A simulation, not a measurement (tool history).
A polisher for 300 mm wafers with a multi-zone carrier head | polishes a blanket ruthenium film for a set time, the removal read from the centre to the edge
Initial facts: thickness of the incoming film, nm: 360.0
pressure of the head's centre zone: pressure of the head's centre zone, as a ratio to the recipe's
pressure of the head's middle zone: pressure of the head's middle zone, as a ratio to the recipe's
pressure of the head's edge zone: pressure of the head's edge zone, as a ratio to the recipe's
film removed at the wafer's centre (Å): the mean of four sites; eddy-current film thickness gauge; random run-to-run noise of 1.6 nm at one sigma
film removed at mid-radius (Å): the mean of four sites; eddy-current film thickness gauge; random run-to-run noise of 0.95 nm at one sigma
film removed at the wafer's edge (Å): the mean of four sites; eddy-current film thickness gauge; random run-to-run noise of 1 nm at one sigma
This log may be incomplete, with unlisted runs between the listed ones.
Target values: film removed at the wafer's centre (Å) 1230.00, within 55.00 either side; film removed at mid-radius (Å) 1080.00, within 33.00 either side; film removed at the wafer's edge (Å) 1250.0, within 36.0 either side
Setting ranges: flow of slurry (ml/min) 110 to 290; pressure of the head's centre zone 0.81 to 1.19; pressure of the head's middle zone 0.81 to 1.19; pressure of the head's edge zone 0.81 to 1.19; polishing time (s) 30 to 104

run,day,flow of slurry (ml/min),pressure of the head's centre zone,pressure of the head's middle zone,pressure of the head's edge zone,polishing time (s),film removed at the wafer's centre (Å),film removed at mid-radius (Å),film removed at the wafer's edge (Å)
1,0.000,185,1.00,1.00,1.00,67,1013.40,1007.60,1040.9
2,0.212,195,1.02,0.99,1.04,68,1044.90,1033.90,1094.0
3,0.525,220,1.02,0.99,1.04,68,1086.70,1066.20,1111.4
4,0.550,185,1.02,0.99,1.04,68,1046.40,1016.60,1102.4
5,0.892,185,0.99,0.99,1.04,68,1043.00,1023.10,1084.8
6,1.258,150,0.99,0.99,1.04,68,967.63,992.39,1052.6
# day 1.546: edge zone pressure recalibrated
7,1.546,170,1.02,0.98,1.06,68,1048.20,995.25,1053.1
8,1.592,200,1.00,0.91,1.16,78,1193.80,1105.70,1292.2

Which one of the following 5 next-run settings gets every result inside its allowed miss? There is exactly one.
A,1.638,155,1.07,0.93,1.16,78,?,?,?
B,1.638,200,0.96,0.93,1.18,76,?,?,?
C,1.638,210,0.88,0.86,1.19,82,?,?,?
D,1.638,165,1.13,0.98,1.13,79,?,?,?
E,1.638,175,0.94,0.94,1.18,79,?,?,?

move,film removed at the wafer's centre (Å),film removed at mid-radius (Å),film removed at the wafer's edge (Å)
A,1217.40,1066.40,1247.6
B,1120.40,1088.90,1268.8
C,1116.00,1112.30,1383.9
D,1321.90,1140.90,1257.3
E,1111.70,1116.40,1297.0
A: hits every target within its allowed miss
B: corrects the largest miss of the last run, while another result sits out of spec
C: its largest miss is bigger than the last run's
D: corrects the largest miss of the last run, while another result sits out of spec
E: its largest miss is bigger than the last run's
A meets every target.
